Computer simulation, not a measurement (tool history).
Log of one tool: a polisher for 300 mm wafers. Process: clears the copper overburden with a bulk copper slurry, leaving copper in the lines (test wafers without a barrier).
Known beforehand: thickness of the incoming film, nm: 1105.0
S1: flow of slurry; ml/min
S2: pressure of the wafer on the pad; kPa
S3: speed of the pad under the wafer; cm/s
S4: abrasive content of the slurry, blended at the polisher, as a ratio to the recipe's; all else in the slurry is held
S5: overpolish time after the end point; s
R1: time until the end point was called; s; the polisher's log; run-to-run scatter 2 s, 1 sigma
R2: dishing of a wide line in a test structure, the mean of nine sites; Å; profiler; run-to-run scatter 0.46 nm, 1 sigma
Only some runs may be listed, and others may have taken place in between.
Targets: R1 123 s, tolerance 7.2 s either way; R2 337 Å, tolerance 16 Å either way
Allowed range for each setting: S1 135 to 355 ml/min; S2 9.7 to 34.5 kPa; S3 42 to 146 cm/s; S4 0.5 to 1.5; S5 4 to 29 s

run 1 hour=0 | S1=225 S2=22.1 S3=94 S4=1 S5=15 | R1=102.6 R2=584.7
run 2 hour=0.7 | S1=225 S2=22.1 S3=94 S4=1 S5=9 | R1=104.17 R2=440.73
run 3 hour=7.2 | S1=225 S2=22.1 S3=94 S4=0.85 S5=9 | R1=105.16 R2=446.34
run 4 hour=9.1 | S1=225 S2=21.4 S3=94 S4=0.85 S5=8 | R1=110.06 R2=408.78
run 5 hour=13 | S1=225 S2=21.4 S3=72 S4=0.85 S5=8 | R1=123.08 R2=358.51
run 6 hour=15.3 | S1=225 S2=21.4 S3=72 S4=0.85 S5=5 | R1=125.47 R2=256.82
run 7 hour=21.6 | S1=225 S2=21.4 S3=74 S4=0.85 S5=5 | R1=126.32 R2=254.17
run 8 hour=25.5 | S1=225 S2=21.4 S3=76 S4=0.85 S5=5 | R1=125.22 R2=260.57
run 9 hour=32.6 | S1=225 S2=21.4 S3=78 S4=0.85 S5=5 | R1=118.67 R2=258.64
run 10 hour=34.5 | S1=225 S2=21.4 S3=80 S4=0.85 S5=5 | R1=118.43 R2=261.8
run 11 hour=36.4 | S1=225 S2=21.4 S3=82 S4=0.85 S5=5 | R1=116.53 R2=267.99

Exercise: of the 4 proposed moves below, exactly one satisfies all targets within the stated allowed misses. Which move is it?
run A hour=38.3 | S1=215 S2=24.1 S3=82 S4=0.95 S5=5 | R1=? R2=?
run B hour=38.3 | S1=215 S2=19.3 S3=80 S4=0.7 S5=9 | R1=? R2=?
run C hour=38.3 | S1=230 S2=21.4 S3=98 S4=0.85 S5=6 | R1=? R2=?
run D hour=38.3 | S1=215 S2=21.4 S3=78 S4=0.85 S5=7 | R1=? R2=?

move=A R1=103.94 R2=291.98
move=B R1=138.56 R2=359.47
move=C R1=106.67 R2=326.5
move=D R1=122.85 R2=329.58
A: closes in on the targets versus the last run, not all within tolerance yet
B: takes the result that was furthest off past its target
C: corrects the largest miss of the last run, while another result sits out of spec
D: in spec on every target
Answer: D
